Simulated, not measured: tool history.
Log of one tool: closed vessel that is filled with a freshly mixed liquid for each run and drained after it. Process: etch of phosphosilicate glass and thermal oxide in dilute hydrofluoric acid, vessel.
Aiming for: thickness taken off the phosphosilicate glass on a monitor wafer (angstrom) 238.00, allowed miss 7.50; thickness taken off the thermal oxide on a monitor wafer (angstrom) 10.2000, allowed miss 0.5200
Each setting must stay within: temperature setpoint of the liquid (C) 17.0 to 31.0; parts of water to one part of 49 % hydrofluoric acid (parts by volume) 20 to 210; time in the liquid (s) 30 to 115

run	hour	temperature setpoint of the liquid (C)	parts of water to one part of 49 % hydrofluoric acid (parts by volume)	time in the liquid (s)	thickness taken off the phosphosilicate glass on a monitor wafer (angstrom)	thickness taken off the thermal oxide on a monitor wafer (angstrom)
1	0.0	23.0	115	60	508.53	21.9070
2	3.4	22.5	120	60	469.84	19.7800
3	5.4	24.5	120	60	502.67	22.0100
4	6.9	23.0	120	60	480.17	20.2630
5	8.9	19.5	120	60	423.77	17.9070
6	17.1	22.5	120	60	468.79	20.2830
7	24.1	22.0	125	60	439.57	19.2140
8	31.0	21.5	130	60	411.73	17.2190
9	39.0	21.5	135	60	401.39	17.0540
10	41.6	21.5	135	60	393.97	17.2920
11	45.2	21.0	140	60	372.62	15.9230
12	49.0	20.5	145	60	346.72	15.2510
13	51.7	20.0	145	60	345.09	14.6290
14	58.0	20.0	150	60	332.46	14.2470
15	67.3	19.5	155	60	311.52	13.6340
16	69.8	19.0	155	60	304.38	13.0420
17	74.8	18.0	165	60	269.79	11.5930

4 next moves are on the table. One of them brings every result within its allowed miss. Which?
A	79.8	17.0	135	40	?	?
B	79.8	17.0	180	55	?	?
C	79.8	17.0	165	55	?	?
D	79.8	23.5	170	40	?	?

move	thickness taken off the phosphosilicate glass on a monitor wafer (angstrom)	thickness taken off the thermal oxide on a monitor wafer (angstrom)
A	221.22	9.4152
B	218.48	9.2984
C	241.74	10.2880
D	219.14	9.3265
A: pushes the last run's worst result past its target
B: pushes the last run's worst result past its target
C: meets every target
D: pushes the last run's worst result past its target
Go with C: it meets all targets.

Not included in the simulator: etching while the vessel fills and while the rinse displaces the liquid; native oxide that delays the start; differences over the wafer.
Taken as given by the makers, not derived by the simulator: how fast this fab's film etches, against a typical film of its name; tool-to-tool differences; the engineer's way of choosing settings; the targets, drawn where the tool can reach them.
